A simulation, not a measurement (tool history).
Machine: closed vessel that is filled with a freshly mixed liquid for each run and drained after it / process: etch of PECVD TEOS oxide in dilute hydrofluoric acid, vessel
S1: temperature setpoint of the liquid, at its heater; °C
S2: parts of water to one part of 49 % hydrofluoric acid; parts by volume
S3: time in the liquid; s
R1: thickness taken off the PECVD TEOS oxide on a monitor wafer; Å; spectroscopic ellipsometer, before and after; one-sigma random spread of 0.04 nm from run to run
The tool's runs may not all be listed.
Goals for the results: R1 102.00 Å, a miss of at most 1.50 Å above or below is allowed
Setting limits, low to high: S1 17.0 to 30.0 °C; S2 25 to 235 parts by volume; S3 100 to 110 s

Run 1, day 0.000: S1 22.0 °C, S2 130 parts by volume, S3 100 s. Result: R1 179.77 Å.
Run 2, day 0.092: S1 22.0 °C, S2 155 parts by volume, S3 100 s. Result: R1 145.57 Å.
Run 3, day 0.233: S1 22.0 °C, S2 130 parts by volume, S3 100 s. Result: R1 179.75 Å.
Run 4, day 0.446: S1 21.5 °C, S2 135 parts by volume, S3 100 s. Result: R1 168.15 Å.
Run 5, day 0.825: S1 23.0 °C, S2 135 parts by volume, S3 100 s. Result: R1 178.34 Å.
Run 6, day 0.929: S1 23.0 °C, S2 135 parts by volume, S3 110 s. Result: R1 196.49 Å.
Run 7, day 1.204: S1 22.0 °C, S2 145 parts by volume, S3 110 s. Result: R1 174.33 Å.
Run 8, day 1.312: S1 21.5 °C, S2 150 parts by volume, S3 110 s. Result: R1 163.12 Å.
Run 9, day 1.458: S1 21.0 °C, S2 155 parts by volume, S3 110 s. Result: R1 154.82 Å.
Run 10, day 1.667: S1 20.5 °C, S2 160 parts by volume, S3 110 s. Result: R1 146.96 Å.
Run 11, day 1.792: S1 20.0 °C, S2 165 parts by volume, S3 110 s. Result: R1 137.98 Å.
Run 12, day 1.883: S1 19.5 °C, S2 170 parts by volume, S3 110 s. Result: R1 131.61 Å.
Run 13, day 2.146: S1 19.0 °C, S2 175 parts by volume, S3 110 s. Result: R1 124.02 Å.
Run 14, day 2.412: S1 18.5 °C, S2 175 parts by volume, S3 110 s. Result: R1 122.06 Å.
Run 15, day 2.642: S1 18.5 °C, S2 175 parts by volume, S3 110 s. Result: R1 121.98 Å.
Run 16, day 2.754: S1 17.5 °C, S2 185 parts by volume, S3 110 s. Result: R1 110.58 Å.
Run 17, day 2.883: S1 17.5 °C, S2 185 parts by volume, S3 110 s. Result: R1 109.44 Å.
Run 18, day 3.150: S1 17.0 °C, S2 190 parts by volume, S3 110 s. Result: R1 103.98 Å.

4 next moves are on the table. One of them brings every result within its allowed miss. Which?
Run A, day 3.417: S1 17.0 °C, S2 185 parts by volume, S3 105 s. Result: R1 ?.
Run B, day 3.417: S1 17.0 °C, S2 180 parts by volume, S3 105 s. Result: R1 ?.
Run C, day 3.417: S1 18.0 °C, S2 185 parts by volume, S3 105 s. Result: R1 ?.
Run D, day 3.417: S1 18.0 °C, S2 180 parts by volume, S3 100 s. Result: R1 ?.

move      R1
   A  102.78
   B  106.13
   C  106.98
   D  105.21
A: all results in spec
B: its largest miss is bigger than the last run's
C: its largest miss is bigger than the last run's
D: its largest miss is bigger than the last run's
A is the move that brings every result within its allowed miss.
